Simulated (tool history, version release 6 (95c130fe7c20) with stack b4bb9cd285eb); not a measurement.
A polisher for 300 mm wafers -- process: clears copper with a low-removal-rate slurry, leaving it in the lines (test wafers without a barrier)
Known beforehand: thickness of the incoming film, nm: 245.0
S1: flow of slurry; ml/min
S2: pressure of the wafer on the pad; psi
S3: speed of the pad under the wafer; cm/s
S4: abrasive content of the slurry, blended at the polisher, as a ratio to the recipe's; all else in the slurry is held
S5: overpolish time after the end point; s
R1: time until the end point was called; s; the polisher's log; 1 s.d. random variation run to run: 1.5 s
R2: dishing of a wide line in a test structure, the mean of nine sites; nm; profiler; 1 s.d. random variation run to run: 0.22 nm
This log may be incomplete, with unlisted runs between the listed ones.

run    day   S1   S2  S3    S4  S5      R1      R2
  1      0  125  2.1  84     1  11  118.85  17.935
  2  0.317  125  2.6  84     1  11  97.993  21.135
  3  0.604  130  2.6  84     1  10  95.786   19.39
  4  0.946  130  2.6  84     1   5  95.003  10.353
  5  1.242  130  2.6  96     1   5  86.799  11.408
  6   1.45  130  2.6  96     1   3   84.65  7.0651
  7  1.783  130  2.6  96     1   3  83.815  6.9103
  8  1.992  130  2.6  96     1   3  84.323   6.977
  9  2.188  135  2.7  92     1   3  86.304  7.0557
     2.429  -- head pressure recalibrated
 10  2.429  130  2.7  92     1   4  94.669   8.677
 11  2.479  130  2.7  92     1   4  90.456  8.7319
 12  2.742  115  2.9  88   1.1   6  90.492   12.96
 13  3.062  110  2.9  88  1.15   6  89.482  13.223
 14  3.429  105  2.7  88  1.25  11   93.94  21.592
 15  3.738  105  2.5  92   1.3  11  98.755  21.348

Run 16 is up next; what results do you expect?
 16  3.771  115  2.4  96  1.3  10   ?   ?

{"run 16": {"R1": 94.922, "R2": 19.853}}

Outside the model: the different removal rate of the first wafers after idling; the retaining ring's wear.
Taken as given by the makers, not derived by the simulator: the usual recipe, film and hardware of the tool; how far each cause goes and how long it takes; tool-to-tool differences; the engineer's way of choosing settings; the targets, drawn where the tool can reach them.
